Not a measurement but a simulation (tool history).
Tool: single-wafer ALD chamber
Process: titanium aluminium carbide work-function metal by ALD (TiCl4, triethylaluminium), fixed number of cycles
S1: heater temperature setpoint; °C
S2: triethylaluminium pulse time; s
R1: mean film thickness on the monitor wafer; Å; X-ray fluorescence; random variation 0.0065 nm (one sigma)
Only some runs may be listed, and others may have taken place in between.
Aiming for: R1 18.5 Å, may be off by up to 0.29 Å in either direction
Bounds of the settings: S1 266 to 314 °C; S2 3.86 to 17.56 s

Run 1, day 0: S1 290 °C, S2 10.71 s. Result: R1 19.844 Å.
Run 2, day 0.283: S1 290 °C, S2 13.68 s. Result: R1 20.237 Å.
Run 3, day 0.392: S1 286 °C, S2 13.3 s. Result: R1 19.86 Å.
Run 4, day 0.454: S1 283 °C, S2 12.98 s. Result: R1 19.364 Å.
Run 5, day 0.671: S1 283 °C, S2 15.17 s. Result: R1 19.572 Å.
Run 6, day 0.871: S1 283 °C, S2 12.89 s. Result: R1 19.415 Å.
Run 7, day 1.108: S1 281 °C, S2 12.74 s. Result: R1 19.237 Å.
Run 8, day 1.217: S1 279 °C, S2 12.6 s. Result: R1 19.045 Å.

Exercise: of the 5 proposed moves below, exactly one satisfies all targets within the stated allowed misses. Which move is it?
Run A, day 1.325: S1 281 °C, S2 13.18 s. Result: R1 ?.
Run B, day 1.325: S1 279 °C, S2 14.95 s. Result: R1 ?.
Run C, day 1.325: S1 287 °C, S2 13.75 s. Result: R1 ?.
Run D, day 1.325: S1 271 °C, S2 12.65 s. Result: R1 ?.
Run E, day 1.325: S1 289 °C, S2 12.28 s. Result: R1 ?.

move      R1
   A   19.27
   B  19.208
   C   19.78
   D  18.451
   E  19.827
A: lands further from the targets than the last run did
B: lands further from the targets than the last run did
C: lands further from the targets than the last run did
D: each result inside its tolerance
E: lands further from the targets than the last run did
D is the move that brings every result within its allowed miss.
